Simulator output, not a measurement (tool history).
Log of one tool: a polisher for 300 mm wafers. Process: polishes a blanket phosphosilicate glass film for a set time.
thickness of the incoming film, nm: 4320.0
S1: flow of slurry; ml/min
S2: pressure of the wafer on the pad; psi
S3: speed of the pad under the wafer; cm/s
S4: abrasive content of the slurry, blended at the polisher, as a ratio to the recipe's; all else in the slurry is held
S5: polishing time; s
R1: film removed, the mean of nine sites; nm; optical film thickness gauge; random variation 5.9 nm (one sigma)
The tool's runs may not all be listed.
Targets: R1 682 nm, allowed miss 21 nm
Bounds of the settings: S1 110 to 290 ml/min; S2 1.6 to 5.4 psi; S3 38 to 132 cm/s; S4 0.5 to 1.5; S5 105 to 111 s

Run 1, hour 0: S1 185 ml/min, S2 3.5 psi, S3 84 cm/s, S4 1, S5 105 s. Result: R1 1005.9 nm.
Run 2, hour 2.8: S1 185 ml/min, S2 2.7 psi, S3 84 cm/s, S4 1, S5 105 s. Result: R1 800 nm.
Run 3, hour 11.6: S1 185 ml/min, S2 2.7 psi, S3 84 cm/s, S4 1, S5 105 s. Result: R1 788.06 nm.
Run 4, hour 16.4: S1 185 ml/min, S2 2.7 psi, S3 84 cm/s, S4 1.1, S5 105 s. Result: R1 813.42 nm.
Run 5, hour 21.5: S1 180 ml/min, S2 2.5 psi, S3 84 cm/s, S4 1.1, S5 105 s. Result: R1 752.27 nm.
Run 6, hour 23.1: S1 170 ml/min, S2 2.5 psi, S3 84 cm/s, S4 1.1, S5 105 s. Result: R1 757.55 nm.
Run 7, hour 28.3: S1 170 ml/min, S2 2.4 psi, S3 84 cm/s, S4 1.1, S5 105 s. Result: R1 722.29 nm.
Run 8, hour 29.7: S1 165 ml/min, S2 2.4 psi, S3 84 cm/s, S4 1.1, S5 105 s. Result: R1 719.97 nm.
Run 9, hour 35.1: S1 160 ml/min, S2 2.4 psi, S3 84 cm/s, S4 1.1, S5 105 s. Result: R1 713.83 nm.
Run 10, hour 43.9: S1 155 ml/min, S2 2.4 psi, S3 84 cm/s, S4 1.1, S5 105 s. Result: R1 710.34 nm.
Run 11, hour 50.9: S1 150 ml/min, S2 2.4 psi, S3 84 cm/s, S4 1.1, S5 105 s. Result: R1 704.37 nm.

5 next moves are on the table. One of them brings every result within its allowed miss. Which?
Run A, hour 57.9: S1 115 ml/min, S2 2 psi, S3 100 cm/s, S4 1.45, S5 111 s. Result: R1 ?.
Run B, hour 57.9: S1 160 ml/min, S2 2.4 psi, S3 76 cm/s, S4 1.05, S5 105 s. Result: R1 ?.
Run C, hour 57.9: S1 155 ml/min, S2 1.8 psi, S3 106 cm/s, S4 1.25, S5 105 s. Result: R1 ?.
Run D, hour 57.9: S1 135 ml/min, S2 1.7 psi, S3 106 cm/s, S4 1.25, S5 105 s. Result: R1 ?.
Run E, hour 57.9: S1 160 ml/min, S2 2.2 psi, S3 92 cm/s, S4 1.1, S5 109 s. Result: R1 ?.

move      R1
   A  753.91
   B  641.34
   C  682.99
   D  628.99
   E  729.12
A: further off than the last run
B: takes the result that was furthest off past its target
C: meets every target
D: takes the result that was furthest off past its target
E: further off than the last run
The right move is C.
